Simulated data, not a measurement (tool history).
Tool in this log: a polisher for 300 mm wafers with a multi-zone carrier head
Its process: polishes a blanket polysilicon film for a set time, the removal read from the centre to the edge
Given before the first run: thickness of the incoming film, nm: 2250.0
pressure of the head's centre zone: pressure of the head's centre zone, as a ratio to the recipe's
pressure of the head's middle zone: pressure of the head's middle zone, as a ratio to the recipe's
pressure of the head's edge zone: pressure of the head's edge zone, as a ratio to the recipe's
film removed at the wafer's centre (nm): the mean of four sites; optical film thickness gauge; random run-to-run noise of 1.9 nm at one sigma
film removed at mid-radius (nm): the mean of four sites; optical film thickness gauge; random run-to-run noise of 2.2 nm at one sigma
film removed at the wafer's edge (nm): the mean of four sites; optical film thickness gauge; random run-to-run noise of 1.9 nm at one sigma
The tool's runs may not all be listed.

run	hour	flow of slurry (ml/min)	pressure of the head's centre zone	pressure of the head's middle zone	pressure of the head's edge zone	polishing time (s)	film removed at the wafer's centre (nm)	film removed at mid-radius (nm)	film removed at the wafer's edge (nm)
1	0	195	1	1	1	42	255.8	255.43	243.3
2	7	220	1	1	1	42	259.25	255.65	251.21
3	15.3	220	1	0.97	1	42	261.02	246.61	246.99
4	19.1	195	1	0.97	1	42	261.39	242.68	249.52
5	22	195	1	0.97	0.96	42	256.64	244.55	245.66
6	23.8	155	1	0.97	0.96	42	242.48	229.22	234.26
7	29.4	155	1.01	0.95	0.95	38	223.41	205.42	208.43

What will run 8 give?
8	38.1	150	1	0.92	0.94	36	?	?	?

Logged for run 8: film removed at the wafer's centre (nm) 206.13, film removed at mid-radius (nm) 187.84, film removed at the wafer's edge (nm) 199.67.
